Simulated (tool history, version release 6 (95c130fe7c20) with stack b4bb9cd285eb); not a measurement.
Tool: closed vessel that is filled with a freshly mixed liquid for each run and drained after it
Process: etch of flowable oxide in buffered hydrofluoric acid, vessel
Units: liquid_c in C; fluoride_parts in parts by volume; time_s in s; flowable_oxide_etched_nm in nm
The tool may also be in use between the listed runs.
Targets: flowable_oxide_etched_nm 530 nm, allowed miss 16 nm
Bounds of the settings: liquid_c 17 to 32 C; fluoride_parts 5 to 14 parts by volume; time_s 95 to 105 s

run  hour  liquid_c  fluoride_parts  time_s  flowable_oxide_etched_nm
  1     0        24             8.5      95                    366.78
  2   3.5        24             8.5      95                    365.02
  3  11.9        25             8.5      95                    385.97
  4  18.4      23.5             8.5      95                    352.08
  5  19.2      23.5             8.5     105                    386.44
       25  -- thermometer replaced
  6    25      23.5            10.5     105                     361.5
  7  28.8      24.5            10.5     105                    382.77
  8  30.1      25.5            10.5     105                     411.3
  9  31.6        26            10.5     105                     410.5

Which of these 5 next moves meets every target?
  A  33.1        30             9.5     100                         ?
  B  33.1        24              11     105                         ?
  C  33.1        26            12.5     105                         ?
  D  33.1        28              10     100                         ?
  E  33.1      24.5            10.5     100                         ?

move  flowable_oxide_etched_nm
   A                    528.12
   B                    355.06
   C                    349.28
   D                    460.15
   E                     363.6
A: meets every target
B: further off than the last run
C: further off than the last run
D: nearer than the last run, and not there yet
E: further off than the last run
Answer: A

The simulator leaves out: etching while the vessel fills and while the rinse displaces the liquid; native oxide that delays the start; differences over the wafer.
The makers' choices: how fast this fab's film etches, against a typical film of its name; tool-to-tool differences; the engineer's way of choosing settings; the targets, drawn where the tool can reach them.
